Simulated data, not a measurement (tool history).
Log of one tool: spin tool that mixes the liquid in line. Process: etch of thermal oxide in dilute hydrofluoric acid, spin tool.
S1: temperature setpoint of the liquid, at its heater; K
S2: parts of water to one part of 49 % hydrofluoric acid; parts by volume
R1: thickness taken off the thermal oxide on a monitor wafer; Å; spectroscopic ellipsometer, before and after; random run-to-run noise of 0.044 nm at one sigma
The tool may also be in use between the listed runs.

run 1 hour=0 | S1=293.15 S2=150 time_under_the_liquid_(s)=300 | R1=77.425
run 2 hour=1.4 | S1=293.15 S2=180 time_under_the_liquid_(s)=300 | R1=62.301
run 3 hour=6.5 | S1=293.15 S2=210 time_under_the_liquid_(s)=300 | R1=51.202
run 4 hour=12.4 | S1=293.15 S2=210 time_under_the_liquid_(s)=320 | R1=55.579
run 5 hour=21.4 | S1=295.15 S2=205 time_under_the_liquid_(s)=320 | R1=61.49
run 6 hour=30.2 | S1=296.65 S2=200 time_under_the_liquid_(s)=320 | R1=66.342

Forecast run 7:
run 7 hour=34 | S1=297.65 S2=195 time_under_the_liquid_(s)=320 | R1=?

R1: 70.859 Å

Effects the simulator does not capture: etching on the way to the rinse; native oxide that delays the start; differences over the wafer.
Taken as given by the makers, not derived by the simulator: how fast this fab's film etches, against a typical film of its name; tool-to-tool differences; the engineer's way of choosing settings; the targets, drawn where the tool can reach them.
